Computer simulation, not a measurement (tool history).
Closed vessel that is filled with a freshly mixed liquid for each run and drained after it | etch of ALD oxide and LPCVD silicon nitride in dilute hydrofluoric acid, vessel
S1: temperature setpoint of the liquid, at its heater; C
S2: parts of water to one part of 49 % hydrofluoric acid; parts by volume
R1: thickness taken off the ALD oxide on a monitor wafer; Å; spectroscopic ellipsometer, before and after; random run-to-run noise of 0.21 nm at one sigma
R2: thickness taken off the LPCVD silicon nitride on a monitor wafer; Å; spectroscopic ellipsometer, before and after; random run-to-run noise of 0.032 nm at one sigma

{"run": 1, "hour": 0.0, "S1": 22.0, "S2": 45, "time in the liquid (s)": 60, "R1": 328.05, "R2": 6.6485}
{"run": 2, "hour": 7.0, "S1": 24.5, "S2": 45, "time in the liquid (s)": 60, "R1": 366.49, "R2": 8.0687}
{"run": 3, "hour": 9.6, "S1": 23.0, "S2": 45, "time in the liquid (s)": 60, "R1": 337.85, "R2": 7.4019}
{"run": 4, "hour": 11.6, "S1": 22.0, "S2": 45, "time in the liquid (s)": 60, "R1": 325.71, "R2": 6.8856}
{"run": 5, "hour": 18.6, "S1": 22.0, "S2": 45, "time in the liquid (s)": 80, "R1": 441.78, "R2": 8.8559}
{"run": 6, "hour": 27.1, "S1": 22.0, "S2": 40, "time in the liquid (s)": 80, "R1": 505.75, "R2": 9.8788}
{"run": 7, "hour": 34.5, "S1": 21.0, "S2": 45, "time in the liquid (s)": 80, "R1": 421.36, "R2": 8.0468}
{"run": 8, "hour": 39.4, "S1": 20.5, "S2": 50, "time in the liquid (s)": 80, "R1": 370.19, "R2": 7.1802}
{"run": 9, "hour": 40.8, "S1": 20.0, "S2": 55, "time in the liquid (s)": 80, "R1": 326.11, "R2": 6.2169}

Run 10 comes next. What will it give?
{"run": 10, "hour": 48.7, "S1": 20.0, "S2": 60, "time in the liquid (s)": 80, "R1": "?", "R2": "?"}

For run 10 the tool returned R1 293.18 Å, R2 6.1353 Å.
